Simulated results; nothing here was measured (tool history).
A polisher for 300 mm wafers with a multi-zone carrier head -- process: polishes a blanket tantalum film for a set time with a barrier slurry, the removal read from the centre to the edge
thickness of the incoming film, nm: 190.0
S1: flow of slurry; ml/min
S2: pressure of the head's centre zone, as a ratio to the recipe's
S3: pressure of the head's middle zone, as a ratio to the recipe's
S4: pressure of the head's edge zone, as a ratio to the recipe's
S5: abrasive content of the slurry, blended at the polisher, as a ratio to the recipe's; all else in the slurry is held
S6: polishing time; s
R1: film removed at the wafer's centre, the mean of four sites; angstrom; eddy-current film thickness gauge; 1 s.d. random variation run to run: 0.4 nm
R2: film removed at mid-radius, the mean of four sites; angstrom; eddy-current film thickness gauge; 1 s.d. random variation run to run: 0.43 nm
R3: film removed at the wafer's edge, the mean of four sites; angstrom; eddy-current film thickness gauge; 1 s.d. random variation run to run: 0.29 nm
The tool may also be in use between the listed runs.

run    day   S1    S2    S3    S4    S5  S6      R1      R2      R3
  1      0  145     1     1     1     1  52   440.6  455.45  452.67
  2  0.108  145     1     1     1   0.8  52  403.81  410.47  402.91
  3  0.417  145     1  0.95     1   0.8  52   399.7  395.04  405.44
  4    0.5  135  1.02  0.96  0.95  0.75  52  385.73  376.13   376.6
  5  0.738  135  1.02  0.96     1  0.75  52  386.74  376.44  381.37
  6  1.058  130  1.04  0.98  0.98  0.75  52  386.44  381.81  381.99

The next listed run, before its measurement:
  7  1.267  130  1.07  0.99  0.94  0.7  52   ?   ?   ?

R1: 379.13 angstrom
R2: 371.19 angstrom
R3: 351.48 angstrom
